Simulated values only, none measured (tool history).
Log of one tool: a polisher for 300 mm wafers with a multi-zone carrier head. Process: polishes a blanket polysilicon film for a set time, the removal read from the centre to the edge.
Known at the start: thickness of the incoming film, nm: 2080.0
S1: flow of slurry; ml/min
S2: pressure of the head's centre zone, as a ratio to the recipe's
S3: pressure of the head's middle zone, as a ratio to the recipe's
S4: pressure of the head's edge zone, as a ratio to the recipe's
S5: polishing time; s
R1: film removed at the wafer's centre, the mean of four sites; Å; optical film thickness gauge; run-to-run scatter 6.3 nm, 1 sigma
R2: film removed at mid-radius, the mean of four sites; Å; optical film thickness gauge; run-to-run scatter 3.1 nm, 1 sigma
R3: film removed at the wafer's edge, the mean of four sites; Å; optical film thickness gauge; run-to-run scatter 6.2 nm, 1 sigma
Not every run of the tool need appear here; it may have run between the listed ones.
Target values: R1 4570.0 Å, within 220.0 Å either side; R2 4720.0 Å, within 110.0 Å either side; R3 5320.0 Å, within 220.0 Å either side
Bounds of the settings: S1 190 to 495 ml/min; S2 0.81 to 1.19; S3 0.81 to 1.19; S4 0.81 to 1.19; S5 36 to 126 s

run  hour   S1    S2    S3    S4  S5      R1      R2      R3
  1   0.0  320  1.00  1.00  1.00  81  5410.2  5545.9  5447.7
  2   6.7  320  1.00  1.00  1.00  64  4193.1  4480.1  4315.9
  3  12.7  320  0.99  0.99  1.04  66  4423.4  4502.7  4628.0
  4  16.6  325  0.97  1.00  1.07  67  4264.1  4616.1  4781.3
  5  22.4  330  0.98  1.00  1.09  68  4473.8  4746.4  4839.3
  6  25.2  325  0.97  0.99  1.11  69  4518.1  4706.9  4900.6
  7  31.8  325  0.96  0.98  1.13  70  4457.0  4739.6  5097.8
  8  39.3  325  0.96  0.97  1.14  70  4493.3  4720.2  5060.7

Pick the move, out of 4, that brings all results within their allowed miss; only one does.
  A  46.8  355  0.99  1.01  1.08  67   ?   ?   ?
  B  46.8  245  0.82  0.84  1.19  80   ?   ?   ?
  C  46.8  360  0.95  0.93  1.17  72   ?   ?   ?
  D  46.8  250  0.94  1.03  1.08  70   ?   ?   ?

move      R1      R2      R3
   A  4466.0  4717.1  4762.8
   B  4432.5  4673.2  5817.5
   C  4648.3  4735.0  5325.8
   D  4326.0  4855.9  4856.5
A: misses by more than the last run did
B: moves the result that the last run missed by most past its target, out the other side
C: all results land within tolerance of their targets
D: misses by more than the last run did
So the answer is move C, the one that meets all the targets.

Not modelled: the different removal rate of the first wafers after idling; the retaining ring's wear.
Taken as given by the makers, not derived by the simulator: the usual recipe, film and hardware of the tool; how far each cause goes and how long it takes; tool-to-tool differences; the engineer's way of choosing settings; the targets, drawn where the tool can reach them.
